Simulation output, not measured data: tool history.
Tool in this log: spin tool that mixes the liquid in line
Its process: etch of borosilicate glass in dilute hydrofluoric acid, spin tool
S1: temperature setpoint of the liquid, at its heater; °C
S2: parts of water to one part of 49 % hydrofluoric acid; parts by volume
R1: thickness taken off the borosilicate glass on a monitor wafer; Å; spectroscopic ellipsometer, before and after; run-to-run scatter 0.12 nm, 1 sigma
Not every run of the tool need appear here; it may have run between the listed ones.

{"run": 1, "hour": 0.0, "S1": 23, "S2": 125, "time under the liquid (s)": 110, "R1": 227.37}
{"run": 2, "hour": 6.8, "S1": 20.5, "S2": 125, "time under the liquid (s)": 110, "R1": 203.43}
{"run": 3, "hour": 7.5, "S1": 19.5, "S2": 130, "time under the liquid (s)": 110, "R1": 187.89}
{"run": 4, "hour": 8.7, "S1": 19, "S2": 135, "time under the liquid (s)": 110, "R1": 176.58}
{"run": 5, "hour": 13.5, "S1": 22.5, "S2": 135, "time under the liquid (s)": 110, "R1": 201.3}
{"run": 6, "hour": 19.4, "S1": 21, "S2": 135, "time under the liquid (s)": 110, "R1": 190.83}
{"run": 7, "hour": 23.6, "S1": 20, "S2": 140, "time under the liquid (s)": 110, "R1": 177.41}

Estimate the outcome of run 8 from the log above:
{"run": 8, "hour": 26.7, "S1": 19, "S2": 140, "time under the liquid (s)": 110, "R1": "?"}

{"run 8": {"R1": 170.67}}

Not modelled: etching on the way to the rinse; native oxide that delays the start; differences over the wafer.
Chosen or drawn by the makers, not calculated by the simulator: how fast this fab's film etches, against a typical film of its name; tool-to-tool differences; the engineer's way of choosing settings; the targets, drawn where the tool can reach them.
